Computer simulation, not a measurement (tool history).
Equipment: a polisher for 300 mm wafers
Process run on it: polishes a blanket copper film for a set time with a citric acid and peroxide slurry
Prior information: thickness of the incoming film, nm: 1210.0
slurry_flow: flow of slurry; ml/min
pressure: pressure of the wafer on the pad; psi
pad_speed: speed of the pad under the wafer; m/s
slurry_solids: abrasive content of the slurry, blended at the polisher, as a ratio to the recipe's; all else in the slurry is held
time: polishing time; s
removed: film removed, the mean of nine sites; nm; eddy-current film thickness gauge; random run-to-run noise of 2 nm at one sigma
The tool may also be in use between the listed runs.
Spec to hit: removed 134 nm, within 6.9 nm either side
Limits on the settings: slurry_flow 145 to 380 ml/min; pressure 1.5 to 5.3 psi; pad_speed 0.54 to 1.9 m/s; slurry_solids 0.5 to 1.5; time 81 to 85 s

| run | hour | slurry_flow | pressure | pad_speed | slurry_solids | time | removed |
|---|---|---|---|---|---|---|---|
| 1 | 0 | 245 | 3.4 | 1.22 | 1 | 81 | 234.28 |
| 2 | 0.7 | 245 | 2.9 | 1.2 | 1 | 81 | 202.06 |
| 3 | 4.5 | 245 | 3.7 | 1.2 | 1 | 81 | 248 |
| 4 | 11.2 | 245 | 3.7 | 1.36 | 1 | 81 | 272.12 |
| 5 | 12.7 | 245 | 3.7 | 1.36 | 1.15 | 81 | 278.28 |
| 6 | 21 | 240 | 3 | 1.26 | 1.15 | 81 | 230.98 |
| 7 | 27.5 | 240 | 2.6 | 1.14 | 1.15 | 81 | 186.02 |
| 8 | 34.6 | 240 | 2.3 | 1.1 | 1.15 | 81 | 166.94 |
| 9 | 40.4 | 240 | 2.1 | 1.08 | 1.15 | 81 | 153.14 |
| 10 | 48.1 | 240 | 2 | 1.08 | 1.15 | 81 | 153.43 |
| 11 | 50 | 240 | 1.5 | 1.06 | 1.15 | 81 | 123.05 |

Consider the 5 candidate settings below. Which is the only one whose results all fall within their allowed miss of target?
| A | 51.9 | 170 | 1.5 | 1.08 | 1.1 | 81 | ? |
| B | 51.9 | 190 | 1.5 | 1.22 | 1.1 | 81 | ? |
| C | 51.9 | 260 | 1.5 | 0.88 | 1.05 | 81 | ? |
| D | 51.9 | 295 | 1.5 | 0.92 | 0.95 | 81 | ? |
| E | 51.9 | 175 | 1.6 | 0.98 | 1.1 | 81 | ? |

| move | removed |
|---|---|
| A | 121.6 |
| B | 139.16 |
| C | 105.38 |
| D | 109.34 |
| E | 115.3 |
A: its largest miss is bigger than the last run's
B: every result within its allowed miss
C: its largest miss is bigger than the last run's
D: its largest miss is bigger than the last run's
E: its largest miss is bigger than the last run's
B is the move that brings every result within its allowed miss.

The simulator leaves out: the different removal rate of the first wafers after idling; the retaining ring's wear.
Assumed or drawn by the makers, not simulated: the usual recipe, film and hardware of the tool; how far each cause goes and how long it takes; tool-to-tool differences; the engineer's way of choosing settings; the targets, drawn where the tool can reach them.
